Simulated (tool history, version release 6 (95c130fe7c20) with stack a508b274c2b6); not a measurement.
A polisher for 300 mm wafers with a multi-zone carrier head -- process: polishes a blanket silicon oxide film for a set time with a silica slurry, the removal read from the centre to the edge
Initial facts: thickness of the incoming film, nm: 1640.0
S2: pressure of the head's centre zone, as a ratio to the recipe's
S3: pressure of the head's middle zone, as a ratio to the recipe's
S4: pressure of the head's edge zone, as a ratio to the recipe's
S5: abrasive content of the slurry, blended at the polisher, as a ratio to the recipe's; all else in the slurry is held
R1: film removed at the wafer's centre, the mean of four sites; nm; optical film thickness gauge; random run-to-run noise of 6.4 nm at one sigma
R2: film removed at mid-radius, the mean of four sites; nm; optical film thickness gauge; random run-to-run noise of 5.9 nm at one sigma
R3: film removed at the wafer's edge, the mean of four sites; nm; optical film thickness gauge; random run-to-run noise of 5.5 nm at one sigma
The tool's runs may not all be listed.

run 1 day=0 | flow_of_slurry_(ml/min)=260 S2=1 S3=1 S4=1 S5=1 polishing_time_(s)=87 | R1=425.75 R2=427.55 R3=430.84
run 2 day=0.1 | flow_of_slurry_(ml/min)=260 S2=1 S3=0.94 S4=1 S5=1 polishing_time_(s)=87 | R1=431.82 R2=412.06 R3=434.02
run 3 day=0.288 | flow_of_slurry_(ml/min)=260 S2=1 S3=0.91 S4=1 S5=1 polishing_time_(s)=87 | R1=425.06 R2=397.33 R3=427.56
run 4 day=0.454 | flow_of_slurry_(ml/min)=260 S2=1 S3=0.91 S4=1 S5=1 polishing_time_(s)=70 | R1=344.4 R2=324.87 R3=344.89
run 5 day=0.7 | flow_of_slurry_(ml/min)=260 S2=1 S3=0.91 S4=1 S5=1 polishing_time_(s)=53 | R1=254.44 R2=243.92 R3=260.09
run 6 day=0.988 | flow_of_slurry_(ml/min)=280 S2=1.01 S3=1 S4=1 S5=1.15 polishing_time_(s)=66 | R1=347.24 R2=351.93 R3=347.69
run 7 day=1.225 | flow_of_slurry_(ml/min)=300 S2=1.02 S3=1.06 S4=1.02 S5=1.25 polishing_time_(s)=73 | R1=415.29 R2=431.86 R3=408.18
run 8 day=1.429 | flow_of_slurry_(ml/min)=315 S2=1.02 S3=1.1 S4=1.04 S5=1.35 polishing_time_(s)=78 | R1=468.11 R2=502.59 R3=465.59
run 9 day=1.688 | flow_of_slurry_(ml/min)=325 S2=1.02 S3=1.13 S4=1.05 S5=1.4 polishing_time_(s)=82 | R1=500.35 R2=546.46 R3=491.21

What does the tool deliver on the next run?
run 10 day=1.783 | flow_of_slurry_(ml/min)=325 S2=1.01 S3=1.18 S4=1.08 S5=1.5 polishing_time_(s)=100 | R1=? R2=? R3=?

R1: 611.08 nm
R2: 703.46 nm
R3: 632.29 nm

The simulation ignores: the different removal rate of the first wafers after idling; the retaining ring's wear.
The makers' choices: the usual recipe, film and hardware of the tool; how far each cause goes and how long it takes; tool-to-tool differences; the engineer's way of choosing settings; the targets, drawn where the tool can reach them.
